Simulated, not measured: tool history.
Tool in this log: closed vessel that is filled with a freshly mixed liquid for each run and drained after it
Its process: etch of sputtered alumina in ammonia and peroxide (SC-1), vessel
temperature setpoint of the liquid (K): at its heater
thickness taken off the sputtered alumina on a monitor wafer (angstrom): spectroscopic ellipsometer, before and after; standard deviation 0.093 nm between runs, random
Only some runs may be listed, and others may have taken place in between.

| run | day | temperature setpoint of the liquid (K) | parts of 29 % ammonia solution to one part of 30 % peroxide (parts by volume) | time in the liquid (s) | thickness taken off the sputtered alumina on a monitor wafer (angstrom) |
|---|---|---|---|---|---|
| 1 | 0 | 331.15 | 0.7 | 205 | 194.66 |
| 2 | 0.375 | 337.15 | 0.7 | 205 | 263.7 |
| 3 | 0.729 | 332.15 | 0.7 | 205 | 209.02 |
| 4 | 0.821 | 332.15 | 0.6 | 205 | 201.72 |
| 5 | 1.104 | 332.15 | 0.6 | 220 | 217.7 |
| 6 | 1.483 | 330.65 | 0.6 | 220 | 201.14 |
| 7 | 1.758 | 329.15 | 0.6 | 220 | 189.14 |

What will run 8 give?
| 8 | 1.958 | 321.15 | 0.55 | 220 | ? |

thickness taken off the sputtered alumina on a monitor wafer (angstrom): 118.86

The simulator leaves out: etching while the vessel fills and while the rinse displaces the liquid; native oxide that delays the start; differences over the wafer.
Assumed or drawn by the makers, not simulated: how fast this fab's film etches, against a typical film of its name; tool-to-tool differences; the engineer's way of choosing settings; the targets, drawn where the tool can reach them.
